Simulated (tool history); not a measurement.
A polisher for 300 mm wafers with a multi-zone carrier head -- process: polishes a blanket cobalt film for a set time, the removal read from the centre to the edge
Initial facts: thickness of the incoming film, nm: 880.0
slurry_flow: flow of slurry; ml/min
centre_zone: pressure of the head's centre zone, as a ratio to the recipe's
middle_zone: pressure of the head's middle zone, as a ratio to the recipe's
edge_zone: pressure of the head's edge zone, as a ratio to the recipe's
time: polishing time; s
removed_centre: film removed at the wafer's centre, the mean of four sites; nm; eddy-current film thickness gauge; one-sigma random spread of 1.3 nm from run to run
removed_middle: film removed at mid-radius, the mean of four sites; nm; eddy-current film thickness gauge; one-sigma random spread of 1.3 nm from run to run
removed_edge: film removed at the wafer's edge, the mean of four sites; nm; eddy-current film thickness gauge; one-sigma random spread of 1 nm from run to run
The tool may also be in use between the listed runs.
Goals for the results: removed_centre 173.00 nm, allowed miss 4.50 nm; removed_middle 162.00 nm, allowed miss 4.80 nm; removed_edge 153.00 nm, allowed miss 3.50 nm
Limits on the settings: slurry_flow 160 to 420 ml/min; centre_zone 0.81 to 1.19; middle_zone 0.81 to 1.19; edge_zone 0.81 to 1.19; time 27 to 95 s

run  hour  slurry_flow  centre_zone  middle_zone  edge_zone  time  removed_centre  removed_middle  removed_edge
  1   0.0          270         1.00         1.00       1.00    61          269.00          265.53        264.12
  2   6.3          270         1.00         0.99       0.97    55          241.41          234.80        236.78
  3  11.8          300         1.00         0.99       0.97    55          246.05          238.68        238.17
  4  18.1          315         1.01         0.99       0.94    50          231.59          217.35        212.16
  5  20.1          325         1.00         0.99       0.92    47          213.04          204.67        197.38
  6  26.6          325         1.00         0.99       0.96    47          213.48          206.34        201.72
  7  33.7          335         1.00         0.98       0.93    44          200.82          189.53        187.65
  8  39.6          300         1.00         1.00       0.83    36          161.74          156.84        143.24
  9  48.4          315         1.00         1.00       0.84    36          160.94          157.98        145.79

Of the 5 settings listed for the next run, only one would bring every result within its allowed miss of target. Which one?
  A  57.2          280         0.91         0.99       0.87    40               ?               ?             ?
  B  57.2          310         1.03         1.00       0.87    37               ?               ?             ?
  C  57.2          335         0.98         0.96       0.91    37               ?               ?             ?
  D  57.2          365         1.08         0.86       0.85    37               ?               ?             ?
  E  57.2          300         1.07         0.97       0.94    36               ?               ?             ?

move  removed_centre  removed_middle  removed_edge
   A          162.98          173.40        162.94
   B          172.88          163.23        151.95
   C          165.74          159.69        156.06
   D          184.20          148.77        152.36
   E          174.11          154.78        152.86
A: moves away from the targets compared with the last run
B: all results land within tolerance of their targets
C: moves toward the targets from the last run without getting all of them in spec
D: moves the result that the last run missed by most past its target, out the other side
E: puts the biggest miss on target and leaves a different result outside tolerance
B is the move that brings every result within its allowed miss.
